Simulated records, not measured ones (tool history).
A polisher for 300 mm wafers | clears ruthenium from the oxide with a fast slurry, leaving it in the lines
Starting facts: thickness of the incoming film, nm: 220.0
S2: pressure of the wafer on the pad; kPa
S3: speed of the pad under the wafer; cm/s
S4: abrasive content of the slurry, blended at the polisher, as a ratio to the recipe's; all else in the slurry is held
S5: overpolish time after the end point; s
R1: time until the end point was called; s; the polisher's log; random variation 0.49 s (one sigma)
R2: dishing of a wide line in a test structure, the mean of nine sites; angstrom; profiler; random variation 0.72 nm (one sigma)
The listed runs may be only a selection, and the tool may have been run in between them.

{"run": 1, "hour": 0.0, "flow of slurry (ml/min)": 120, "S2": 22.8, "S3": 100, "S4": 1.0, "S5": 8, "R1": 39.772, "R2": 374.63}
{"run": 2, "hour": 4.4, "flow of slurry (ml/min)": 120, "S2": 26.2, "S3": 100, "S4": 1.0, "S5": 8, "R1": 34.694, "R2": 413.65}
{"run": 3, "hour": 9.9, "flow of slurry (ml/min)": 110, "S2": 26.2, "S3": 100, "S4": 1.0, "S5": 8, "R1": 34.771, "R2": 407.94}
{"run": 4, "hour": 16.6, "flow of slurry (ml/min)": 110, "S2": 28.3, "S3": 100, "S4": 1.0, "S5": 8, "R1": 33.731, "R2": 446.67}
{"run": 5, "hour": 18.3, "flow of slurry (ml/min)": 110, "S2": 28.3, "S3": 100, "S4": 0.85, "S5": 8, "R1": 35.46, "R2": 413.85}
{"run": 6, "hour": 26.9, "flow of slurry (ml/min)": 95, "S2": 28.3, "S3": 100, "S4": 0.85, "S5": 8, "R1": 37.592, "R2": 400.94}
{"run": 7, "hour": 28.2, "flow of slurry (ml/min)": 100, "S2": 30.3, "S3": 102, "S4": 0.85, "S5": 8, "R1": 34.392, "R2": 442.75}
{"run": 8, "hour": 36.5, "flow of slurry (ml/min)": 105, "S2": 32.4, "S3": 104, "S4": 0.85, "S5": 8, "R1": 31.064, "R2": 468.98}
{"run": 9, "hour": 45.4, "flow of slurry (ml/min)": 100, "S2": 33.1, "S3": 110, "S4": 0.85, "S5": 8, "R1": 30.153, "R2": 492.33}

Run 10, settings as shown, results not yet in. Your forecast:
{"run": 10, "hour": 48.0, "flow of slurry (ml/min)": 100, "S2": 33.8, "S3": 114, "S4": 0.85, "S5": 8, "R1": "?", "R2": "?"}

Run 10 yielded R1 28.257 s, R2 515.91 angstrom.
